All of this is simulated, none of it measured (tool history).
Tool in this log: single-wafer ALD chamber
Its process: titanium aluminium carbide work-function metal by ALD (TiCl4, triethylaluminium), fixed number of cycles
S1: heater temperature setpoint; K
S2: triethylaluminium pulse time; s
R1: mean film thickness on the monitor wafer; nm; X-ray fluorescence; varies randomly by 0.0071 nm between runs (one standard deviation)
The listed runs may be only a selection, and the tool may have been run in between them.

Run 1, hour 0.0: S1 573.15 K, S2 14.12 s. Result: R1 1.90160 nm.
Run 2, hour 5.0: S1 573.15 K, S2 10.37 s. Result: R1 1.62100 nm.
Run 3, hour 10.7: S1 573.15 K, S2 14.22 s. Result: R1 1.87680 nm.
Run 4, hour 12.0: S1 569.15 K, S2 12.87 s. Result: R1 1.78650 nm.
Run 5, hour 19.7: S1 568.15 K, S2 11.46 s. Result: R1 1.69700 nm.
Run 6, hour 20.3: S1 568.15 K, S2 13.89 s. Result: R1 1.83380 nm.
Run 7, hour 25.7: S1 566.15 K, S2 12.37 s. Result: R1 1.74280 nm.
Run 8, hour 27.8: S1 565.15 K, S2 11.10 s. Result: R1 1.64030 nm.
Run 9, hour 36.6: S1 563.15 K, S2 10.47 s. Result: R1 1.56930 nm.
At hour 39.5: triethylaluminium bottle replaced.
Run 10, hour 39.5: S1 561.15 K, S2 10.26 s. Result: R1 1.79730 nm.
Run 11, hour 40.9: S1 566.15 K, S2 10.00 s. Result: R1 1.82620 nm.
Run 12, hour 47.8: S1 562.15 K, S2 12.99 s. Result: R1 1.88720 nm.
Run 13, hour 56.1: S1 568.15 K, S2 12.15 s. Result: R1 1.92540 nm.
Run 14, hour 63.8: S1 564.15 K, S2 10.54 s. Result: R1 1.82690 nm.
Run 15, hour 68.3: S1 571.15 K, S2 9.30 s. Result: R1 1.79880 nm.
Run 16, hour 73.0: S1 571.15 K, S2 9.30 s. Result: R1 1.80710 nm.
Run 17, hour 74.3: S1 559.15 K, S2 5.08 s. Result: R1 0.33124 nm.
Run 18, hour 78.7: S1 568.15 K, S2 5.09 s. Result: R1 0.35373 nm.

Forecast run 19:
Run 19, hour 79.3: S1 572.15 K, S2 6.24 s. Result: R1 ?.

R1: 1.10100 nm

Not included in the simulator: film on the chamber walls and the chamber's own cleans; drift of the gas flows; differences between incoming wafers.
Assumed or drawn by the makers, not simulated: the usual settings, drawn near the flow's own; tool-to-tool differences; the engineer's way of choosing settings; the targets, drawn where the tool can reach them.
